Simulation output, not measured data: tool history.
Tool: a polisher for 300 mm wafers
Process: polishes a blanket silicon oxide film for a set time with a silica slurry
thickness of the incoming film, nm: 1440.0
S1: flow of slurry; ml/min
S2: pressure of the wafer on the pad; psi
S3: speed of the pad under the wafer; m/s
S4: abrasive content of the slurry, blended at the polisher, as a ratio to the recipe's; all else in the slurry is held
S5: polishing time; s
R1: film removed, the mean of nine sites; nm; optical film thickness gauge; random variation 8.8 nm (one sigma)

| run | hour | S1 | S2 | S3 | S4 | S5 | R1 |
|---|---|---|---|---|---|---|---|
| 1 | 0.0 | 210 | 5.6 | 1.46 | 1.0 | 80 | 464.56 |
| 2 | 1.4 | 210 | 5.6 | 1.66 | 1.0 | 80 | 502.00 |
| 3 | 8.1 | 210 | 6.0 | 1.66 | 1.0 | 80 | 535.97 |
| 4 | 12.2 | 210 | 7.0 | 1.66 | 1.0 | 80 | 626.61 |
| 5 | 19.2 | 210 | 7.2 | 1.66 | 1.0 | 80 | 639.49 |
| 6 | 22.2 | 210 | 7.2 | 1.66 | 1.0 | 84 | 661.23 |
| 7 | 30.4 | 210 | 7.4 | 1.66 | 1.0 | 84 | 685.60 |

The next listed run, before its measurement:
| 8 | 35.4 | 210 | 7.5 | 1.66 | 1.0 | 84 | ? |

Run 8 gave R1 690.23 nm.

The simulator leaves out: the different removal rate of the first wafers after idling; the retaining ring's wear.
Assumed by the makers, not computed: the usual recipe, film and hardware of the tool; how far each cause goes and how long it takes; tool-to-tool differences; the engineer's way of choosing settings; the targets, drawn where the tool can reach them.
